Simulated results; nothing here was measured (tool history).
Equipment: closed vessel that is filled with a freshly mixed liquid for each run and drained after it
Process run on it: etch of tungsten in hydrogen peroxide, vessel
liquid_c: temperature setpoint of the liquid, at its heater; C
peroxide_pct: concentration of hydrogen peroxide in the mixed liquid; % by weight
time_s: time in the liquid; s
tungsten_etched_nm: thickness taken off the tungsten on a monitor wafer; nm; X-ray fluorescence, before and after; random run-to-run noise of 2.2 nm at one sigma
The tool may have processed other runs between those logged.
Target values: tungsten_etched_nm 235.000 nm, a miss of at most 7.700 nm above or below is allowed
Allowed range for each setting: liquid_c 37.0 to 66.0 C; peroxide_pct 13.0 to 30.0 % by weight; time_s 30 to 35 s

run,hour,liquid_c,peroxide_pct,time_s,tungsten_etched_nm
1,0.0,53.0,24.0,35,104.560
2,3.3,53.0,24.0,35,104.570
3,12.2,56.5,24.5,35,130.230
4,16.8,51.0,24.5,35,94.928
5,22.4,55.0,25.0,35,119.640
6,24.4,55.0,25.0,35,121.910
7,27.5,58.0,25.0,35,146.690
8,31.2,60.0,25.0,35,163.110
9,35.0,61.5,25.0,35,176.270
10,37.1,63.0,25.5,35,192.980
11,44.5,64.0,26.0,35,208.020
12,52.2,64.5,26.0,35,215.290

Exercise: of the 5 proposed moves below, exactly one satisfies all targets within the stated allowed misses. Which move is it?
A,59.9,65.0,29.5,35,?
B,59.9,65.0,25.0,30,?
C,59.9,63.0,24.5,35,?
D,59.9,63.5,30.0,35,?
E,59.9,64.5,29.0,30,?

move,tungsten_etched_nm
A,233.240
B,184.040
C,189.980
D,216.240
E,192.760
A: each result inside its tolerance
B: lands further from the targets than the last run did
C: lands further from the targets than the last run did
D: neither nearer nor further off than the last run
E: lands further from the targets than the last run did
The move that meets every target is A.
